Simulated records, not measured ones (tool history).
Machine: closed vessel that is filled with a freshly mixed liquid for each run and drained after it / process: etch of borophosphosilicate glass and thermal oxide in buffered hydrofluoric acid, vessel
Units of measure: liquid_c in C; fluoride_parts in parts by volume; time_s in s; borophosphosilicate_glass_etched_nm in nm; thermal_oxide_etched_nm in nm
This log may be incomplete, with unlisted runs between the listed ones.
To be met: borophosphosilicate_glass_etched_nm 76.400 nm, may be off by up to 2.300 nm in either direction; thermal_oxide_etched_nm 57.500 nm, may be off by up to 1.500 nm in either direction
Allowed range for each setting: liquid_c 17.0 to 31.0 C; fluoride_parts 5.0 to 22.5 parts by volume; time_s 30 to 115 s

run	hour	liquid_c	fluoride_parts	time_s	borophosphosilicate_glass_etched_nm	thermal_oxide_etched_nm
1	0.0	23.0	13.5	60	61.201	46.540
2	5.3	23.5	13.5	60	61.981	47.173
3	14.5	24.0	13.5	60	64.757	48.562
4	17.6	24.0	17.0	60	50.939	39.083
5	25.3	25.5	17.0	60	55.315	42.071
6	34.4	28.0	17.0	60	63.253	47.796
7	35.4	28.5	17.0	60	64.835	49.323
8	38.7	29.0	17.0	60	66.560	50.413
9	47.2	29.5	17.0	60	68.717	52.198
10	56.2	30.0	17.0	60	70.573	53.559
11	61.6	30.5	17.0	60	71.862	54.741

Pick the move, out of 5, that brings all results within their allowed miss; only one does.
A	67.0	31.0	19.0	65	?	?
B	67.0	29.0	15.0	65	?	?
C	67.0	27.5	18.5	70	?	?
D	67.0	29.0	15.0	60	?	?
E	67.0	30.5	17.5	60	?	?

move	borophosphosilicate_glass_etched_nm	thermal_oxide_etched_nm
A	72.639	54.515
B	82.587	61.880
C	66.825	50.071
D	76.234	57.120
E	70.840	53.141
A: just as far off the targets as the last run
B: carries the result that was furthest off beyond its target, to the other side
C: lands further from the targets than the last run did
D: all results in spec
E: lands further from the targets than the last run did
So the answer is move D, the one that meets all the targets.

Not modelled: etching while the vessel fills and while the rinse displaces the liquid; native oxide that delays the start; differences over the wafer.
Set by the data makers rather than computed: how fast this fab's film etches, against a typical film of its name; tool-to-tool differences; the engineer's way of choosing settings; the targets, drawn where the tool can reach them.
